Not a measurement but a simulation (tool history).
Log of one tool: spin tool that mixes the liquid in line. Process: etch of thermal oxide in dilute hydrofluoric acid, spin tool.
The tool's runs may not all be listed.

| run | hour | temperature setpoint of the liquid (C) | parts of water to one part of 49 % hydrofluoric acid (parts by volume) | time under the liquid (s) | thickness taken off the thermal oxide on a monitor wafer (Å) |
|---|---|---|---|---|---|
| 1 | 0 | 22 | 270 | 295 | 41.676 |
| 2 | 3.9 | 22 | 235 | 295 | 49.165 |
| 3 | 5.8 | 23.5 | 190 | 295 | 67.758 |
| 4 | 11.7 | 23.5 | 190 | 295 | 68.084 |
| 5 | 14.2 | 25 | 170 | 295 | 82.966 |
| 6 | 18.6 | 26 | 160 | 295 | 94.097 |
| 7 | 25.8 | 27 | 160 | 295 | 95.4 |

For run 8, what comes out?
| 8 | 26.6 | 27.5 | 150 | 295 | ? |

For run 8 the tool returned thickness taken off the thermal oxide on a monitor wafer (Å) 104.41.

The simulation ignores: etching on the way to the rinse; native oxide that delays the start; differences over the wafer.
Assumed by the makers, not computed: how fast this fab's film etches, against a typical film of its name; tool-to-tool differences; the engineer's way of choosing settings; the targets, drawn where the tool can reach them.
